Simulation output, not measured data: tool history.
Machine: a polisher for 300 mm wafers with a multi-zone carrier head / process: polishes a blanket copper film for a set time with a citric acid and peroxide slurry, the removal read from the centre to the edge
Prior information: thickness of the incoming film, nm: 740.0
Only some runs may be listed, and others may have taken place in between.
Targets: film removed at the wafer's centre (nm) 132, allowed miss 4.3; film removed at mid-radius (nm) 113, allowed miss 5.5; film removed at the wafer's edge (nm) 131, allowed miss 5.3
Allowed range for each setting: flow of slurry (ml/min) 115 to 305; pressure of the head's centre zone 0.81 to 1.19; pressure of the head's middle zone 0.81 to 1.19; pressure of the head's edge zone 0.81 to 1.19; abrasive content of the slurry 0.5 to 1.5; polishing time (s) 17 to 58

run  hour  flow of slurry (ml/min)  pressure of the head's centre zone  pressure of the head's middle zone  pressure of the head's edge zone  abrasive content of the slurry  polishing time (s)  film removed at the wafer's centre (nm)  film removed at mid-radius (nm)  film removed at the wafer's edge (nm)
  1     0                      195                                   1                                   1                                 1                               1                  37                                   89.618                           92.597                                 93.144
  2   2.7                      200                                1.02                                0.99                              1.03                             1.1                  38                                   97.097                           97.193                                 100.46
  3   8.9                      200                                1.02                                1.03                              1.03                             1.1                  38                                   98.027                           98.939                                 100.61
  4  12.2                      205                                1.04                                1.02                              1.06                             1.2                  38                                   103.11                           101.12                                 106.41
  5  12.9                      210                                1.06                                1.02                              1.08                            1.25                  38                                   105.77                           103.71                                 105.64
  6  20.4                      205                                1.07                                0.99                               1.1                             1.3                  39                                   110.33                           103.91                                 111.75
  7  21.5                      210                                1.08                                0.98                              1.12                            1.35                  39                                   113.01                           105.15                                 118.13
  8  22.5                      220                                 1.1                                0.98                              1.13                            1.35                  39                                   116.63                            106.3                                 113.53
  9  28.3                      220                                 1.1                                0.97                              1.14                             1.4                  40                                   119.04                           108.05                                 119.55
 10  35.6                      220                                1.11                                0.96                              1.15                             1.4                  40                                   122.74                           110.87                                 120.36

Pick the move, out of 5, that brings all results within their allowed miss; only one does.
  A  42.9                      205                                0.96                                 0.9                              1.19                             1.5                  44                                        ?                                ?                                      ?
  B  42.9                      115                                0.98                                0.81                              1.19                             1.5                  49                                        ?                                ?                                      ?
  C  42.9                      155                                0.97                                0.82                              1.19                             1.5                  42                                        ?                                ?                                      ?
  D  42.9                      190                                1.06                                0.82                              1.01                             1.4                  46                                        ?                                ?                                      ?
  E  42.9                      300                                1.15                                1.19                              1.05                               1                  39                                        ?                                ?                                      ?

move  film removed at the wafer's centre (nm)  film removed at mid-radius (nm)  film removed at the wafer's edge (nm)
   A                                   116.04                           116.87                                  139.3
   B                                   116.99                           110.38                                  143.8
   C                                   106.45                           101.34                                 128.79
   D                                   129.86                           112.57                                 130.54
   E                                    115.7                           114.02                                  106.5
A: misses by more than the last run did
B: misses by more than the last run did
C: misses by more than the last run did
D: each result inside its tolerance
E: misses by more than the last run did
Answer: D
